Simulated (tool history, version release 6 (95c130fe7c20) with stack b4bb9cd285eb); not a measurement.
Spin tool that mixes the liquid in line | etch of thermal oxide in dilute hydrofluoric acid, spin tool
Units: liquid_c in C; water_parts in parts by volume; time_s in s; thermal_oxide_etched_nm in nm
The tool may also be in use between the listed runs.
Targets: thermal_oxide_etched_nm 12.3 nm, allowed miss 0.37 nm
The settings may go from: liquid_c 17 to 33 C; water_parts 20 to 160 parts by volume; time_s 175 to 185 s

run	hour	liquid_c	water_parts	time_s	thermal_oxide_etched_nm
1	0	25	90	175	9.2933
2	6.1	26.5	90	175	10.017
3	12.5	26.5	90	185	10.497
4	14.7	26.5	90	185	10.597
5	17.4	27.5	90	185	10.872
6	22.8	27.5	115	185	8.1291
7	31.4	28.5	110	185	8.963
8	32.1	29.5	105	185	9.8941
9	38	30.5	105	185	10.291
10	41.2	31	105	185	10.364

4 next moves are on the table. One of them brings every result within its allowed miss. Which?
A	44.4	30.5	100	185	?
B	44.4	30.5	90	185	?
C	44.4	29.5	90	180	?
D	44.4	27.5	105	175	?

move	thermal_oxide_etched_nm
A	10.846
B	12.226
C	11.454
D	8.6651
A: nearer than the last run, and not there yet
B: meets every target
C: nearer than the last run, and not there yet
D: further off than the last run
Answer: B
